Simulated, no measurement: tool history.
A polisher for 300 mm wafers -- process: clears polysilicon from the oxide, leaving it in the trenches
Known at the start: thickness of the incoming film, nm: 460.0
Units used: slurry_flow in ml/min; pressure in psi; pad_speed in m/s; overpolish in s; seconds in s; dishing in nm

run	hour	slurry_flow	pressure	pad_speed	overpolish	seconds	dishing
1	0.0	275	2.8	0.80	10	38.088	64.846
2	3.4	275	3.1	0.80	10	34.899	66.622
3	7.3	275	3.1	0.94	10	30.148	72.001
4	15.5	275	2.5	0.94	10	37.236	68.057
5	22.1	275	2.5	0.80	10	43.230	61.968
6	24.0	275	2.4	0.80	8	44.685	53.070

Expected results for the next run?
7	32.9	275	2.4	0.80	7	?	?

{"run 7": {"seconds": 44.906, "dishing": 49.498}}

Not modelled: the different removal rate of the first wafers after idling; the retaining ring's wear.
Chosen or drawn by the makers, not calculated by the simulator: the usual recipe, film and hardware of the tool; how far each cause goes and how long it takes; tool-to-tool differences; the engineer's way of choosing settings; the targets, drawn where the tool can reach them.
